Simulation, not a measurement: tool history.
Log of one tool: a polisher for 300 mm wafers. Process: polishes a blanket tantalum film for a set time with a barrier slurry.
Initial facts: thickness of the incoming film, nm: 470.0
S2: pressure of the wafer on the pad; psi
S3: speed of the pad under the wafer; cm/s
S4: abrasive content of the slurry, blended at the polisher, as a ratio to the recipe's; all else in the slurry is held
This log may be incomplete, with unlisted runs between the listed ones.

{"run": 1, "day": 0.0, "flow of slurry (ml/min)": 240, "S2": 2.5, "S3": 102, "S4": 1.0, "polishing time (s)": 26, "film removed (nm)": 67.597}
{"run": 2, "day": 0.229, "flow of slurry (ml/min)": 210, "S2": 2.5, "S3": 102, "S4": 1.0, "polishing time (s)": 26, "film removed (nm)": 65.183}
{"run": 3, "day": 0.408, "flow of slurry (ml/min)": 210, "S2": 2.5, "S3": 102, "S4": 1.0, "polishing time (s)": 24, "film removed (nm)": 60.849}
{"run": 4, "day": 0.562, "flow of slurry (ml/min)": 210, "S2": 2.5, "S3": 102, "S4": 1.0, "polishing time (s)": 26, "film removed (nm)": 65.767}
{"run": 5, "day": 0.704, "flow of slurry (ml/min)": 210, "S2": 2.5, "S3": 114, "S4": 1.0, "polishing time (s)": 26, "film removed (nm)": 71.589}
{"run": 6, "day": 0.888, "flow of slurry (ml/min)": 210, "S2": 2.5, "S3": 114, "S4": 1.0, "polishing time (s)": 26, "film removed (nm)": 73.294}
{"run": 7, "day": 0.929, "flow of slurry (ml/min)": 235, "S2": 2.6, "S3": 114, "S4": 1.0, "polishing time (s)": 26, "film removed (nm)": 75.361}

Expected results for the next run?
{"run": 8, "day": 1.058, "flow of slurry (ml/min)": 240, "S2": 2.8, "S3": 114, "S4": 1.0, "polishing time (s)": 26, "film removed (nm)": "?"}

{"run 8": {"film removed (nm)": 80.066}}

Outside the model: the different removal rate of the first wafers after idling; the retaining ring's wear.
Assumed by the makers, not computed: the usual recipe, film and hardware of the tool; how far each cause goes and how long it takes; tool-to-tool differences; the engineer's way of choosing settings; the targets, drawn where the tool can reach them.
